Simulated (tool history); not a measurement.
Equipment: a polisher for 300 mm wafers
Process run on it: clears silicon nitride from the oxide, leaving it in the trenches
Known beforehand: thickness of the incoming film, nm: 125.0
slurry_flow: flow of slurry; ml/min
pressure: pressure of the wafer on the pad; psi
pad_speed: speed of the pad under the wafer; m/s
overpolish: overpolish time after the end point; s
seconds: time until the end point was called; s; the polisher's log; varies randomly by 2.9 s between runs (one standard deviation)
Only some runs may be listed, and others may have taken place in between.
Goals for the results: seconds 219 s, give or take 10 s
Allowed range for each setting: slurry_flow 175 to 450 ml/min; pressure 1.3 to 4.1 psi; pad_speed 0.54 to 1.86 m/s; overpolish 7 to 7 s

run  hour  slurry_flow  pressure  pad_speed  overpolish  seconds
  1     0          290       2.7       1.18           7   149.33
  2   5.2          290       2.7       1.18           7   145.48
  3   9.1          290       2.5       1.18           7   159.89
  4    17          290       2.5       1.02           7    181.2
  5  22.7          290       2.5       1.02           7   177.56
  6  31.6          290       2.8       1.02           7   156.12
  7  34.7          290       2.6       1.02           7   170.24
  8  35.6          290       2.4       1.02           7   183.05
  9  38.3          290       2.3       1.02           7   197.24
 10  45.1          290       2.2       1.02           7   194.65

Which of these 5 next moves meets every target?
  A  51.9          285       1.9       0.92           7        ?
  B  51.9          280       2.3       1.02           7        ?
  C  51.9          225       2.6       0.74           7        ?
  D  51.9          260       2.1       0.84           7        ?
  E  51.9          420       2.1       0.84           7        ?

move  seconds
   A   248.83
   B   192.23
   C   220.32
   D   243.65
   E    233.8
A: the result that was furthest off in the last run now lies on the other side of its target
B: misses by more than the last run did
C: all results in spec
D: the result that was furthest off in the last run now lies on the other side of its target
E: the result that was furthest off in the last run now lies on the other side of its target
Move C is the one to make.
